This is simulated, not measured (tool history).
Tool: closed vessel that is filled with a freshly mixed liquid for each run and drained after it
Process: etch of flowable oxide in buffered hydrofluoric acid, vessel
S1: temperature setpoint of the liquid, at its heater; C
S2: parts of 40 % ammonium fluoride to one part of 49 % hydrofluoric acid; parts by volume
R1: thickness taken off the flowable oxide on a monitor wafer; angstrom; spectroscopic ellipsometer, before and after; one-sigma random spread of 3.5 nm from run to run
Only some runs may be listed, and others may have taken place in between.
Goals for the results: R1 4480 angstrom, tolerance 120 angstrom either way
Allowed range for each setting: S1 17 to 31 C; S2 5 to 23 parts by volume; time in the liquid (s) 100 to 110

{"run": 1, "hour": 0.0, "S1": 23, "S2": 14, "time in the liquid (s)": 100, "R1": 2249.2}
{"run": 2, "hour": 2.7, "S1": 23, "S2": 14, "time in the liquid (s)": 110, "R1": 2465.1}
{"run": 3, "hour": 5.4, "S1": 25, "S2": 13.5, "time in the liquid (s)": 110, "R1": 2843.6}
{"run": 4, "hour": 7.0, "S1": 26.5, "S2": 13, "time in the liquid (s)": 110, "R1": 3178.8}
{"run": 5, "hour": 11.6, "S1": 26.5, "S2": 10, "time in the liquid (s)": 110, "R1": 4105}
{"run": 6, "hour": 14.3, "S1": 26.5, "S2": 13.5, "time in the liquid (s)": 110, "R1": 3059.3}
{"run": 7, "hour": 15.5, "S1": 27.5, "S2": 13, "time in the liquid (s)": 110, "R1": 3364.2}
{"hour": 24.2, "done": "thermometer replaced"}
{"run": 8, "hour": 24.2, "S1": 28.5, "S2": 12.5, "time in the liquid (s)": 110, "R1": 3425.2}
{"run": 9, "hour": 31.1, "S1": 29, "S2": 12, "time in the liquid (s)": 110, "R1": 3603.6}
{"run": 10, "hour": 32.5, "S1": 29.5, "S2": 11.5, "time in the liquid (s)": 110, "R1": 3896.8}

Which of these 4 next moves meets every target?
{"run": "A", "hour": 33.9, "S1": 29, "S2": 8.5, "time in the liquid (s)": 105, "R1": "?"}
{"run": "B", "hour": 33.9, "S1": 31, "S2": 9.5, "time in the liquid (s)": 105, "R1": "?"}
{"run": "C", "hour": 33.9, "S1": 28, "S2": 8, "time in the liquid (s)": 100, "R1": "?"}
{"run": "D", "hour": 33.9, "S1": 23.5, "S2": 7.5, "time in the liquid (s)": 110, "R1": "?"}

move=A R1=4645.5
move=B R1=4687.2
move=C R1=4481
move=D R1=4147.9
A: takes the result that was furthest off past its target
B: takes the result that was furthest off past its target
C: each result inside its tolerance
D: closes in on the targets versus the last run, not all within tolerance yet
So the answer is move C, the one that meets all the targets.

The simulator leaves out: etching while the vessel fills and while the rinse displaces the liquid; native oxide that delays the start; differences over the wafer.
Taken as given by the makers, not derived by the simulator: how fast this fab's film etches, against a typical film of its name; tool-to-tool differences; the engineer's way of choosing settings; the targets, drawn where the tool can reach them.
